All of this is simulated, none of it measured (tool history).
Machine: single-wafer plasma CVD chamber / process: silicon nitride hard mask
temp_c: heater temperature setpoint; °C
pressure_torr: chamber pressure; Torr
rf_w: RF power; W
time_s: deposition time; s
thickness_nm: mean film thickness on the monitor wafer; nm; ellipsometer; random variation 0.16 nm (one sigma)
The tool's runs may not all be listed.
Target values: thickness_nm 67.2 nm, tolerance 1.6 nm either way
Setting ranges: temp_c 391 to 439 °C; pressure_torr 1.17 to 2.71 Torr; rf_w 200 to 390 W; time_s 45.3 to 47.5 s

run  hour  temp_c  pressure_torr  rf_w  time_s  thickness_nm
  1     0     415           1.94   295    47.5         55.85
  2   5.6     421           1.94   295    47.5        55.849
  3   7.4     421           1.63   295    47.5        52.381
  4   9.2     421           1.86   295    47.5        54.838
  5  16.1     421           1.61   295    47.5        52.142
  6  21.9     421           1.89   305    47.5        56.064
  7  23.5     421            2.1   315    47.5         59.14
  8  24.9     421           2.25   320    47.5        61.042
     32.6  -- RF generator calibrated
  9  32.6     421           2.25   320    47.5        62.457
 10  33.4     421           2.34   320    47.5        62.961
 11  39.2     421           2.42   320    47.5        63.791
 12  47.2     421           2.49   320    47.5        64.172

5 candidate next runs follow, results not yet known. Just one meets every target within its allowed miss. Identify it.
  A  55.2     422           2.27   390    46.1             ?
  B  55.2     424           2.56   315    46.6             ?
  C  55.2     422           2.39   330      46             ?
  D  55.2     425           2.47   305    47.5             ?
  E  55.2     428           2.23   335    47.5             ?

move  thickness_nm
   A        66.769
   B        62.517
   C        62.113
   D        62.055
   E        63.158
A: meets every target
B: lands further from the targets than the last run did
C: lands further from the targets than the last run did
D: lands further from the targets than the last run did
E: lands further from the targets than the last run did
The right move is A.

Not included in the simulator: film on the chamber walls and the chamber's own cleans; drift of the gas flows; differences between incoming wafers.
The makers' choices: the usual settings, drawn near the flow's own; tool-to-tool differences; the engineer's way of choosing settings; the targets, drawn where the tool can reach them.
